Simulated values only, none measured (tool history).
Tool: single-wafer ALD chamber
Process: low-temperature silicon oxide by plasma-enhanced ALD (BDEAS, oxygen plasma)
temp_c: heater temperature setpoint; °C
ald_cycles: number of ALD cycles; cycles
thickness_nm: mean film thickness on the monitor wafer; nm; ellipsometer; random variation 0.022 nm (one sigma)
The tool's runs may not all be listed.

run 1 hour=0 | temp_c=95 ald_cycles=25 | thickness_nm=3.7171
run 2 hour=2.8 | temp_c=95 ald_cycles=24 | thickness_nm=3.5565
run 3 hour=3.8 | temp_c=95 ald_cycles=26 | thickness_nm=3.8612
run 4 hour=12.7 | temp_c=95 ald_cycles=23 | thickness_nm=3.4583
run 5 hour=16.7 | temp_c=93 ald_cycles=25 | thickness_nm=3.7373
run 6 hour=22 | temp_c=91 ald_cycles=26 | thickness_nm=3.9075
run 7 hour=28.9 | temp_c=90 ald_cycles=27 | thickness_nm=4.0747
run 8 hour=31.7 | temp_c=89 ald_cycles=27 | thickness_nm=4.1111

Forecast run 9:
run 9 hour=35.7 | temp_c=89 ald_cycles=27 | thickness_nm=?

Run 9 gave thickness_nm 4.0961 nm.
